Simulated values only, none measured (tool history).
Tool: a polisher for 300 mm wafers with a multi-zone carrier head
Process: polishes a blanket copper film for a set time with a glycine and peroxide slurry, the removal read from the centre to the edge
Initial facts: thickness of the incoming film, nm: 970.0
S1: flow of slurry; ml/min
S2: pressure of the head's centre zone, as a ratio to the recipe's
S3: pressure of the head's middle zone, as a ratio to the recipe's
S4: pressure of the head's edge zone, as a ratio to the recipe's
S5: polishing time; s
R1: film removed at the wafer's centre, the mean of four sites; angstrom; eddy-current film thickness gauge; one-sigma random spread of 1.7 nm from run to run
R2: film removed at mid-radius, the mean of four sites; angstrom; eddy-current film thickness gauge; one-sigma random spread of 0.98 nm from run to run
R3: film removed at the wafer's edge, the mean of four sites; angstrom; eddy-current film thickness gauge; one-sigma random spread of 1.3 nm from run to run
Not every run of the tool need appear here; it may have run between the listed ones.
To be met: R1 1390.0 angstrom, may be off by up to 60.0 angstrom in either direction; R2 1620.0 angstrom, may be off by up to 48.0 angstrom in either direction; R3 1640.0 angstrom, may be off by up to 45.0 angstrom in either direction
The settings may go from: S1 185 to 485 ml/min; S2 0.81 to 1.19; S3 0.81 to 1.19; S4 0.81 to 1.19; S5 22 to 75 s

run,day,S1,S2,S3,S4,S5,R1,R2,R3
1,0.000,310,1.00,1.00,1.00,48,1969.0,2144.0,2148.2
2,0.142,310,1.00,1.00,1.04,48,1943.5,2165.4,2198.0
3,0.388,305,0.98,0.99,1.02,47,1843.9,2065.4,2128.8
4,0.450,305,0.97,0.99,1.00,46,1754.5,2057.1,2073.8
5,0.742,305,0.97,0.98,0.99,45,1757.3,1984.9,2020.2
6,0.767,360,0.97,0.98,0.99,45,1799.6,1975.6,2026.3
7,0.967,360,0.96,0.98,0.98,44,1690.9,1963.0,1972.0
# day 0.996: centre zone pressure recalibrated
8,0.996,325,0.93,0.88,0.88,38,1545.5,1515.2,1645.1
9,1.133,325,0.92,0.89,0.88,38,1509.4,1530.3,1627.5

Next run, 4 choices. One meets every target within its allowed miss, the rest don't. Which?
A,1.271,300,0.81,0.88,0.94,40,?,?,?
B,1.271,280,0.87,0.97,0.85,41,?,?,?
C,1.271,360,0.85,0.93,0.86,41,?,?,?
D,1.271,340,0.86,0.96,0.95,37,?,?,?

move,R1,R2,R3
A,1422.6,1608.1,1762.8
B,1560.9,1779.7,1733.7
C,1549.9,1744.5,1762.3
D,1410.4,1611.0,1644.9
A: brings the last run's worst result on target, with another outside its allowed miss
B: misses by more than the last run did
C: misses by more than the last run did
D: meets every target
D meets every target.
